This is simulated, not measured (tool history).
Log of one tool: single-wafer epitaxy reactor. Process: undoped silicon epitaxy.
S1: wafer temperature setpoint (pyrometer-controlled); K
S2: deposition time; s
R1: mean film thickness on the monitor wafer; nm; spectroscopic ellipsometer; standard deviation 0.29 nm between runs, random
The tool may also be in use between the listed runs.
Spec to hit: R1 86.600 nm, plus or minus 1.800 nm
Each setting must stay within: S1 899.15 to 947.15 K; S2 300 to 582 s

run 1 hour=0.0 | S1=923.15 S2=441 | R1=69.643
run 2 hour=7.6 | S1=923.15 S2=471 | R1=74.769
run 3 hour=8.8 | S1=924.15 S2=471 | R1=75.999
run 4 hour=17.7 | S1=924.15 S2=422 | R1=68.429
run 5 hour=26.7 | S1=918.15 S2=422 | R1=60.749
run 6 hour=32.9 | S1=921.15 S2=423 | R1=64.669
run 7 hour=36.8 | S1=923.15 S2=423 | R1=67.376
run 8 hour=45.1 | S1=925.15 S2=423 | R1=69.765
run 9 hour=47.9 | S1=925.15 S2=423 | R1=69.425

Below are 4 possible settings for the next run. Only one of them brings all results inside the allowed miss of their targets. Which is it?
run A hour=50.7 | S1=933.15 S2=454 | R1=?
run B hour=50.7 | S1=917.15 S2=379 | R1=?
run C hour=50.7 | S1=919.15 S2=419 | R1=?
run D hour=50.7 | S1=916.15 S2=393 | R1=?

move=A R1=87.423
move=B R1=53.762
move=C R1=61.782
move=D R1=54.676
A: every result lands within tolerance
B: further off than the last run
C: further off than the last run
D: further off than the last run
Answer: A
